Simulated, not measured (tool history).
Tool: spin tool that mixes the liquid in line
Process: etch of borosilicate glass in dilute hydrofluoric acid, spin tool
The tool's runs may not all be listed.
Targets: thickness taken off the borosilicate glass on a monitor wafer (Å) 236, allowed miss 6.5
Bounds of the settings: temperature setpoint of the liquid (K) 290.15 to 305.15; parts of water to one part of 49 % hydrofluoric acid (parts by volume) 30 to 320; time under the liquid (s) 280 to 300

run  hour  temperature setpoint of the liquid (K)  parts of water to one part of 49 % hydrofluoric acid (parts by volume)  time under the liquid (s)  thickness taken off the borosilicate glass on a monitor wafer (Å)
  1     0                                  297.15                                                                     175                        280                                                             404.44
  2   8.2                                  295.15                                                                     175                        280                                                              374.7
  3  15.8                                  293.65                                                                     190                        280                                                             316.71
  4  22.5                                  293.65                                                                     215                        280                                                             271.84
  5  30.8                                  293.65                                                                     215                        280                                                             273.76
  6    35                                  292.65                                                                     215                        280                                                             262.84
  7  43.8                                  292.15                                                                     215                        280                                                             258.27
  8  45.9                                  291.65                                                                     215                        280                                                             251.99
  9  50.2                                  291.15                                                                     215                        280                                                              245.7
 10  59.2                                  290.65                                                                     215                        280                                                             245.06

Which of these 4 next moves meets every target?
  A  68.2                                  290.15                                                                     210                        290                                                                  ?
  B  68.2                                  290.65                                                                     225                        285                                                                  ?
  C  68.2                                  290.65                                                                     205                        280                                                                  ?
  D  68.2                                  290.15                                                                     210                        285                                                                  ?

move  thickness taken off the borosilicate glass on a monitor wafer (Å)
   A                                                              256.2
   B                                                             236.44
   C                                                             259.65
   D                                                             251.78
A: further off than the last run
B: meets every target
C: further off than the last run
D: further off than the last run
Answer: B
